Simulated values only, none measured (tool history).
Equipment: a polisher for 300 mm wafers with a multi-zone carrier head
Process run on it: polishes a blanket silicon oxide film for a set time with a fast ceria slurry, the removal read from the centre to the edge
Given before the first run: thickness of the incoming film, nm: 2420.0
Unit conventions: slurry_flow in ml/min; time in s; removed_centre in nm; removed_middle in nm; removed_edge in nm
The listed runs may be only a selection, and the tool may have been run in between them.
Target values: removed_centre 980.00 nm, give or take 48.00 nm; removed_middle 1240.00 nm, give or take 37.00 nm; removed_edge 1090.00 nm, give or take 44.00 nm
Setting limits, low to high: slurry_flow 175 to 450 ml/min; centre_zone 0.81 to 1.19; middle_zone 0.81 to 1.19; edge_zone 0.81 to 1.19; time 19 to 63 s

run 1 hour=0.0 | slurry_flow=290 centre_zone=1.00 middle_zone=1.00 edge_zone=1.00 time=41 | removed_centre=906.93 removed_middle=889.90 removed_edge=884.35
run 2 hour=6.1 | slurry_flow=290 centre_zone=1.00 middle_zone=1.08 edge_zone=1.00 time=41 | removed_centre=881.29 removed_middle=947.47 removed_edge=884.84
run 3 hour=10.8 | slurry_flow=290 centre_zone=1.00 middle_zone=1.01 edge_zone=1.00 time=41 | removed_centre=865.53 removed_middle=903.58 removed_edge=871.47
run 4 hour=19.2 | slurry_flow=300 centre_zone=0.98 middle_zone=1.06 edge_zone=1.01 time=43 | removed_centre=920.20 removed_middle=978.73 removed_edge=943.00
run 5 hour=24.5 | slurry_flow=300 centre_zone=0.96 middle_zone=1.09 edge_zone=1.00 time=45 | removed_centre=960.45 removed_middle=1058.20 removed_edge=969.49
run 6 hour=33.1 | slurry_flow=300 centre_zone=0.88 middle_zone=1.09 edge_zone=1.00 time=45 | removed_centre=868.77 removed_middle=1045.20 removed_edge=966.51
run 7 hour=33.8 | slurry_flow=305 centre_zone=0.88 middle_zone=1.12 edge_zone=1.01 time=46 | removed_centre=875.41 removed_middle=1121.30 removed_edge=995.01
run 8 hour=38.3 | slurry_flow=310 centre_zone=0.90 middle_zone=1.13 edge_zone=1.03 time=46 | removed_centre=928.84 removed_middle=1107.30 removed_edge=1019.00
run 9 hour=44.2 | slurry_flow=315 centre_zone=0.89 middle_zone=1.15 edge_zone=1.03 time=47 | removed_centre=919.54 removed_middle=1149.60 removed_edge=1034.00

Which of these 5 next moves meets every target?
run A hour=50.1 | slurry_flow=290 centre_zone=0.86 middle_zone=1.12 edge_zone=0.93 time=49 | removed_centre=? removed_middle=? removed_edge=?
run B hour=50.1 | slurry_flow=395 centre_zone=0.89 middle_zone=1.16 edge_zone=1.02 time=49 | removed_centre=? removed_middle=? removed_edge=?
run C hour=50.1 | slurry_flow=320 centre_zone=0.85 middle_zone=1.13 edge_zone=1.08 time=45 | removed_centre=? removed_middle=? removed_edge=?
run D hour=50.1 | slurry_flow=390 centre_zone=0.97 middle_zone=0.98 edge_zone=1.10 time=47 | removed_centre=? removed_middle=? removed_edge=?
run E hour=50.1 | slurry_flow=225 centre_zone=1.02 middle_zone=1.19 edge_zone=0.99 time=51 | removed_centre=? removed_middle=? removed_edge=?

move=A removed_centre=920.07 removed_middle=1176.70 removed_edge=1044.80
move=B removed_centre=983.37 removed_middle=1240.90 removed_edge=1105.00
move=C removed_centre=844.66 removed_middle=1098.50 removed_edge=1023.30
move=D removed_centre=1026.60 removed_middle=1057.90 removed_edge=1092.90
move=E removed_centre=1097.10 removed_middle=1236.10 removed_edge=1084.80
A: nearer than the last run, and not there yet
B: every result within its allowed miss
C: its largest miss is bigger than the last run's
D: its largest miss is bigger than the last run's
E: brings the result that was furthest off to its target, and leaves another outside
The right move is B.
